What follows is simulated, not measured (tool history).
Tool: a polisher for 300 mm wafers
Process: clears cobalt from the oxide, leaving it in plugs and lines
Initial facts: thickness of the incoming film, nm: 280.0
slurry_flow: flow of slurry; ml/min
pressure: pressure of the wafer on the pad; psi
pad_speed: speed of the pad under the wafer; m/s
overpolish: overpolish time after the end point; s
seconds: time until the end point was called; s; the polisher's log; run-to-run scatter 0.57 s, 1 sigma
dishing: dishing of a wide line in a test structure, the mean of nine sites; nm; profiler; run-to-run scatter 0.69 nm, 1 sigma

run  hour  slurry_flow  pressure  pad_speed  overpolish  seconds  dishing
  1     0          195       2.3       1.04          10   40.886   43.998
  2   7.6          195       2.3       1.28          10   33.118   53.509
  3   8.8          175       2.3       1.28          10   32.883   50.077
  4  11.5          170       2.2       1.28          10   35.384    48.92
  5  16.8          170       2.7       1.28          10   28.833   54.945
  6  18.2          170       2.7        1.4          10   26.253   57.812
  7  22.8          170       2.5        1.4          10   28.725   57.204
  8  23.9          170       2.5        1.4          10   28.409   55.479

Run 9 comes next. What will it give?
  9  31.1          170       2.3        1.4          10        ?        ?

seconds: 30.6 s
dishing: 53.053 nm
